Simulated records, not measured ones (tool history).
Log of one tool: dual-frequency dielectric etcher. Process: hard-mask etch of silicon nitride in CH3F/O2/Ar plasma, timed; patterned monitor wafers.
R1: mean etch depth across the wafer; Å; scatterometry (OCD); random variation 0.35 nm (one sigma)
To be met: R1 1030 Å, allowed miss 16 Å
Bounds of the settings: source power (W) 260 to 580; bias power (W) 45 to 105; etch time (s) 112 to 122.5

run 1 day=0 | source_power_(W)=420 bias_power_(W)=75 etch_time_(s)=122.5 | R1=878.02
run 2 day=0.033 | source_power_(W)=420 bias_power_(W)=83 etch_time_(s)=122.5 | R1=921.11
run 3 day=0.3 | source_power_(W)=450 bias_power_(W)=84 etch_time_(s)=122.5 | R1=965.95
run 4 day=0.458 | source_power_(W)=380 bias_power_(W)=84 etch_time_(s)=122.5 | R1=868.99
run 5 day=0.775 | source_power_(W)=410 bias_power_(W)=84 etch_time_(s)=122.5 | R1=912.63
run 6 day=0.992 | source_power_(W)=410 bias_power_(W)=76 etch_time_(s)=122.5 | R1=874.76
run 7 day=1.283 | source_power_(W)=440 bias_power_(W)=76 etch_time_(s)=122.5 | R1=906.54
run 8 day=1.546 | source_power_(W)=460 bias_power_(W)=76 etch_time_(s)=122.5 | R1=926.44
run 9 day=1.779 | source_power_(W)=480 bias_power_(W)=76 etch_time_(s)=122.5 | R1=954.38
run 10 day=2.025 | source_power_(W)=490 bias_power_(W)=76 etch_time_(s)=122.5 | R1=965.57
run 11 day=2.125 | source_power_(W)=500 bias_power_(W)=76 etch_time_(s)=122.5 | R1=972.27
run 12 day=2.204 | source_power_(W)=510 bias_power_(W)=76 etch_time_(s)=122.5 | R1=987.27
run 13 day=2.375 | source_power_(W)=520 bias_power_(W)=76 etch_time_(s)=122.5 | R1=993.97
run 14 day=2.642 | source_power_(W)=530 bias_power_(W)=76 etch_time_(s)=122.5 | R1=1007

4 next moves are on the table. One of them brings every result within its allowed miss. Which?
run A day=2.908 | source_power_(W)=530 bias_power_(W)=74 etch_time_(s)=122.5 | R1=?
run B day=2.908 | source_power_(W)=580 bias_power_(W)=76 etch_time_(s)=119.5 | R1=?
run C day=2.908 | source_power_(W)=520 bias_power_(W)=89 etch_time_(s)=112 | R1=?
run D day=2.908 | source_power_(W)=510 bias_power_(W)=76 etch_time_(s)=122.5 | R1=?

move=A R1=994.81
move=B R1=1031.9
move=C R1=985.6
move=D R1=987.03
A: further off than the last run
B: meets every target
C: further off than the last run
D: further off than the last run
Move B is the one to make.

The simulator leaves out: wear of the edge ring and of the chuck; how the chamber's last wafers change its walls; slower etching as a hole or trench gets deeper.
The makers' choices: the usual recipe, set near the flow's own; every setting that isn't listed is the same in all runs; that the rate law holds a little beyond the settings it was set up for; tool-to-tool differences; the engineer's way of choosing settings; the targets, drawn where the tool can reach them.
